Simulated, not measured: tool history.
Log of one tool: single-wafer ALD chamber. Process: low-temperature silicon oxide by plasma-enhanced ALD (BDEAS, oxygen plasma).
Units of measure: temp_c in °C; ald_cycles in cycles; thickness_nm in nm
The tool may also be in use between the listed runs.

run,day,temp_c,ald_cycles,thickness_nm
1,0.000,115,22,2.8207
2,0.067,108,22,2.8746
3,0.196,108,25,3.2758
4,0.246,110,24,3.1158
5,0.367,110,27,3.5191
6,0.392,113,25,3.2382
7,0.658,114,24,3.0832
8,1.017,116,23,2.9722
9,1.042,117,20,2.5599
10,1.092,118,20,2.5677
11,1.188,119,20,2.5496
12,1.338,120,20,2.5514
13,1.388,121,20,2.5495

Run 14, settings as shown, results not yet in. Your forecast:
14,1.567,122,20,?

thickness_nm: 2.5392 nm

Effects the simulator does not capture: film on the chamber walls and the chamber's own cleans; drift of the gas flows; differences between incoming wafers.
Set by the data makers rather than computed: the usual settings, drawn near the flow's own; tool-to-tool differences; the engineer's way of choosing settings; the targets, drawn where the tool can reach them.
